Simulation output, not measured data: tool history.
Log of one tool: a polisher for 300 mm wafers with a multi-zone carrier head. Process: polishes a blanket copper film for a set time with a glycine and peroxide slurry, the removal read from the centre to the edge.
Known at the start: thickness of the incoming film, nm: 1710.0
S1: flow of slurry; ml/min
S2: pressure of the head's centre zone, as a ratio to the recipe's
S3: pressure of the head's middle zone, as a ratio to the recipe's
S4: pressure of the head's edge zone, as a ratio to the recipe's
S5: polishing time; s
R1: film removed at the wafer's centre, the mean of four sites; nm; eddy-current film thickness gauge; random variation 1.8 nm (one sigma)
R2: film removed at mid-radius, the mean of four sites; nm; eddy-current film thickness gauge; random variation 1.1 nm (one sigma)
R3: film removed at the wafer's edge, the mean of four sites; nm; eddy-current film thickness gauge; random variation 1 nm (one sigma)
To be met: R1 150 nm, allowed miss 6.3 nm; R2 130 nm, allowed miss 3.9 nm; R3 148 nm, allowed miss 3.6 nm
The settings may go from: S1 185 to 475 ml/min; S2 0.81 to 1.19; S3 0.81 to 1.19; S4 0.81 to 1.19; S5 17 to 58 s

Run 1, day 0: S1 305 ml/min, S2 1, S3 1, S4 1, S5 37 s. Result: R1 173.97 nm, R2 170.05 nm, R3 176.72 nm.
Run 2, day 0.329: S1 300 ml/min, S2 1, S3 0.98, S4 0.98, S5 36 s. Result: R1 170.13 nm, R2 166.28 nm, R3 169.17 nm.
Run 3, day 0.696: S1 300 ml/min, S2 1, S3 0.96, S4 0.99, S5 35 s. Result: R1 167.69 nm, R2 158.78 nm, R3 164.87 nm.
Run 4, day 1.008: S1 295 ml/min, S2 0.99, S3 0.94, S4 0.99, S5 34 s. Result: R1 157.11 nm, R2 153.27 nm, R3 159.96 nm.
Run 5, day 1.196: S1 295 ml/min, S2 0.99, S3 0.94, S4 0.96, S5 34 s. Result: R1 158.99 nm, R2 151.2 nm, R3 159.33 nm.
Run 6, day 1.525: S1 290 ml/min, S2 0.99, S3 0.92, S4 0.95, S5 34 s. Result: R1 158.97 nm, R2 146.89 nm, R3 155.77 nm.
Run 7, day 1.725: S1 245 ml/min, S2 0.95, S3 0.82, S4 0.94, S5 34 s. Result: R1 151.82 nm, R2 129.58 nm, R3 154.03 nm.
Run 8, day 1.796: S1 245 ml/min, S2 0.95, S3 0.82, S4 0.94, S5 34 s. Result: R1 149.99 nm, R2 132.31 nm, R3 156.51 nm.

5 next moves are on the table. One of them brings every result within its allowed miss. Which?
Run A, day 1.867: S1 295 ml/min, S2 0.92, S3 0.82, S4 0.97, S5 35 s. Result: R1 ?, R2 ?, R3 ?.
Run B, day 1.867: S1 310 ml/min, S2 1.01, S3 0.92, S4 1, S5 32 s. Result: R1 ?, R2 ?, R3 ?.
Run C, day 1.867: S1 215 ml/min, S2 0.97, S3 0.82, S4 0.85, S5 34 s. Result: R1 ?, R2 ?, R3 ?.
Run D, day 1.867: S1 260 ml/min, S2 0.93, S3 0.82, S4 0.94, S5 34 s. Result: R1 ?, R2 ?, R3 ?.
Run E, day 1.867: S1 290 ml/min, S2 1.01, S3 0.96, S4 0.96, S5 31 s. Result: R1 ?, R2 ?, R3 ?.

move      R1      R2      R3
   A  158.06  137.85  162.59
   B  158.99  139.15  150.91
   C  155.35  129.28  145.86
   D  152.95   132.2  154.39
   E  152.99  138.82  142.94
A: further off than the last run
B: brings the result that was furthest off to its target, and leaves another outside
C: meets every target
D: nearer than the last run, and not there yet
E: takes the result that was furthest off past its target
Move C is the one to make.
